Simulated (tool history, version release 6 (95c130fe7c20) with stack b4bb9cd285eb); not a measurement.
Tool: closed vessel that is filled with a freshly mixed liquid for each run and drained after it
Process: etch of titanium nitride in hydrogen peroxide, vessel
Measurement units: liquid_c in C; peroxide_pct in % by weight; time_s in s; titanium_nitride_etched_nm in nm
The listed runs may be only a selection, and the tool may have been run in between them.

run	hour	liquid_c	peroxide_pct	time_s	titanium_nitride_etched_nm
1	0	57	21	840	43.764
2	4.6	56	21	840	39.768
3	9.6	60.5	21	840	53.926
4	13.7	59	21	840	48.374
5	21.5	66	21	840	79.531
6	22.5	63.5	21	840	66.531

The next listed run, before its measurement:
7	26.5	61.5	21	840	?

{"run 7": {"titanium_nitride_etched_nm": 57.969}}

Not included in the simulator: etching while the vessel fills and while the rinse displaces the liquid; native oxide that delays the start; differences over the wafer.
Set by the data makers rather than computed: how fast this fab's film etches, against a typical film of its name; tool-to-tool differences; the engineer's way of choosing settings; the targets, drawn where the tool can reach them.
